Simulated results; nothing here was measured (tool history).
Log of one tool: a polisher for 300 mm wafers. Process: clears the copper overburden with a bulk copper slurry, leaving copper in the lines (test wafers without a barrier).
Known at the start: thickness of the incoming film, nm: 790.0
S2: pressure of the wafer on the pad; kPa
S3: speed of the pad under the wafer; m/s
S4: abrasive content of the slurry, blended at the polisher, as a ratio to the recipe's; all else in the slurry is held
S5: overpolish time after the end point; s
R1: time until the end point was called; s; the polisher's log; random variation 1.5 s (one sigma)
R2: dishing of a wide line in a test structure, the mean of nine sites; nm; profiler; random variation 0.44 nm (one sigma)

Run 1, hour 0: flow of slurry (ml/min) 170, S2 16.5 kPa, S3 0.98 m/s, S4 1, S5 16 s. Result: R1 97.18 s, R2 42.402 nm.
Run 2, hour 1.8: flow of slurry (ml/min) 170, S2 13.1 kPa, S3 0.98 m/s, S4 1, S5 16 s. Result: R1 117.67 s, R2 40.213 nm.
Run 3, hour 9.5: flow of slurry (ml/min) 170, S2 12.4 kPa, S3 1.02 m/s, S4 1, S5 13 s. Result: R1 119.34 s, R2 36.36 nm.
Run 4, hour 17: flow of slurry (ml/min) 170, S2 12.4 kPa, S3 1.02 m/s, S4 1, S5 7 s. Result: R1 117.95 s, R2 26.189 nm.
Run 5, hour 23.5: flow of slurry (ml/min) 170, S2 15.9 kPa, S3 1.02 m/s, S4 1, S5 7 s. Result: R1 96.349 s, R2 29.133 nm.
Run 6, hour 32: flow of slurry (ml/min) 150, S2 15.9 kPa, S3 1.02 m/s, S4 1, S5 7 s. Result: R1 98.636 s, R2 29.435 nm.
Run 7, hour 35: flow of slurry (ml/min) 155, S2 15.2 kPa, S3 1.02 m/s, S4 1, S5 6 s. Result: R1 99.961 s, R2 25.978 nm.
Run 8, hour 37.1: flow of slurry (ml/min) 140, S2 13.8 kPa, S3 1 m/s, S4 1, S5 7 s. Result: R1 116.95 s, R2 26.881 nm.
Run 9, hour 40.9: flow of slurry (ml/min) 165, S2 14.5 kPa, S3 1 m/s, S4 1, S5 5 s. Result: R1 108.86 s, R2 22.121 nm.
Run 10, hour 42.8: flow of slurry (ml/min) 155, S2 14.5 kPa, S3 1 m/s, S4 1, S5 5 s. Result: R1 109.61 s, R2 22.669 nm.
Run 11, hour 45.6: flow of slurry (ml/min) 150, S2 14.5 kPa, S3 1 m/s, S4 1, S5 5 s. Result: R1 108.83 s, R2 21.596 nm.
Run 12, hour 53.1: flow of slurry (ml/min) 155, S2 14.5 kPa, S3 1 m/s, S4 1, S5 5 s. Result: R1 109.83 s, R2 21.341 nm.

Forecast run 13:
Run 13, hour 57.8: flow of slurry (ml/min) 150, S2 14.5 kPa, S3 1.02 m/s, S4 1, S5 5 s. Result: R1 ?, R2 ?.

Run 13 gave R1 107.09 s, R2 22.096 nm.
